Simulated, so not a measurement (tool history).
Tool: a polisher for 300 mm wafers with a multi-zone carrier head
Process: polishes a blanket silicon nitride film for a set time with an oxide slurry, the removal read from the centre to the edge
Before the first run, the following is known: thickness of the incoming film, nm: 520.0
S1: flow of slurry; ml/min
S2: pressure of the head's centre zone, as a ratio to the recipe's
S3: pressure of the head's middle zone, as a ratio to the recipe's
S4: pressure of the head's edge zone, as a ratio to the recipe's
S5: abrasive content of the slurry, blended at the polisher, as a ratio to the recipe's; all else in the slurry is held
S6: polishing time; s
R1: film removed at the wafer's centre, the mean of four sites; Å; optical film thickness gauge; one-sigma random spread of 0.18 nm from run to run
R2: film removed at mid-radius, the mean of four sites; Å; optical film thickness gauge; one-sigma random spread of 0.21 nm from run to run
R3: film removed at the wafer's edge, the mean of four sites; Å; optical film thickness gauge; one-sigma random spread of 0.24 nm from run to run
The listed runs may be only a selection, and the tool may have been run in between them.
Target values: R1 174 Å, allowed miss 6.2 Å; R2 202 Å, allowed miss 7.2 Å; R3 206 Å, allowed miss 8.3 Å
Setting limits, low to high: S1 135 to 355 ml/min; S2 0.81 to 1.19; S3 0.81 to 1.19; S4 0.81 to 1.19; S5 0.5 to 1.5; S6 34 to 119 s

{"run": 1, "hour": 0.0, "S1": 225, "S2": 1, "S3": 1, "S4": 1, "S5": 1, "S6": 76, "R1": 279.71, "R2": 282.97, "R3": 277.67}
{"run": 2, "hour": 1.1, "S1": 220, "S2": 0.97, "S3": 0.99, "S4": 0.99, "S5": 0.9, "S6": 76, "R1": 261.1, "R2": 272.47, "R3": 270.89}
{"run": 3, "hour": 5.6, "S1": 220, "S2": 0.94, "S3": 0.99, "S4": 0.99, "S5": 0.9, "S6": 76, "R1": 253.23, "R2": 267.35, "R3": 270.68}
{"run": 4, "hour": 10.5, "S1": 220, "S2": 0.94, "S3": 0.99, "S4": 0.99, "S5": 1, "S6": 76, "R1": 265.1, "R2": 281.35, "R3": 273.55}
{"run": 5, "hour": 18.9, "S1": 220, "S2": 0.89, "S3": 0.99, "S4": 0.99, "S5": 1, "S6": 76, "R1": 256.45, "R2": 279.61, "R3": 277.37}
{"run": 6, "hour": 27.5, "S1": 220, "S2": 0.89, "S3": 0.99, "S4": 0.99, "S5": 1.2, "S6": 76, "R1": 267.71, "R2": 300.68, "R3": 299.08}
{"run": 7, "hour": 30.0, "S1": 210, "S2": 0.88, "S3": 0.99, "S4": 1, "S5": 1.1, "S6": 74, "R1": 253.75, "R2": 283.64, "R3": 279.78}
{"run": 8, "hour": 36.9, "S1": 205, "S2": 0.81, "S3": 1.01, "S4": 1.1, "S5": 0.85, "S6": 54, "R1": 159.69, "R2": 193.27, "R3": 197.23}
{"run": 9, "hour": 41.3, "S1": 210, "S2": 0.82, "S3": 1.01, "S4": 1.1, "S5": 0.85, "S6": 54, "R1": 161.14, "R2": 192.94, "R3": 192.42}

Exactly one of the 4 candidate moves below puts every result within its allowed miss. Which one?
{"run": "A", "hour": 45.7, "S1": 230, "S2": 0.82, "S3": 0.97, "S4": 1.02, "S5": 0.95, "S6": 56, "R1": "?", "R2": "?", "R3": "?"}
{"run": "B", "hour": 45.7, "S1": 205, "S2": 0.83, "S3": 0.97, "S4": 1.15, "S5": 0.85, "S6": 55, "R1": "?", "R2": "?", "R3": "?"}
{"run": "C", "hour": 45.7, "S1": 250, "S2": 0.98, "S3": 1.13, "S4": 1.08, "S5": 1.1, "S6": 46, "R1": "?", "R2": "?", "R3": "?"}
{"run": "D", "hour": 45.7, "S1": 155, "S2": 0.83, "S3": 0.87, "S4": 1.19, "S5": 1.05, "S6": 57, "R1": "?", "R2": "?", "R3": "?"}

move=A R1=174.15 R2=199.59 R3=200.54
move=B R1=163.31 R2=185.79 R3=199.05
move=C R1=173.88 R2=198.03 R3=179.09
move=D R1=173.48 R2=181.35 R3=219.27
A: hits every target within its allowed miss
B: misses by more than the last run did
C: brings the result that was furthest off to its target, and leaves another outside
D: brings the result that was furthest off to its target, and leaves another outside
So the answer is move A, the one that meets all the targets.
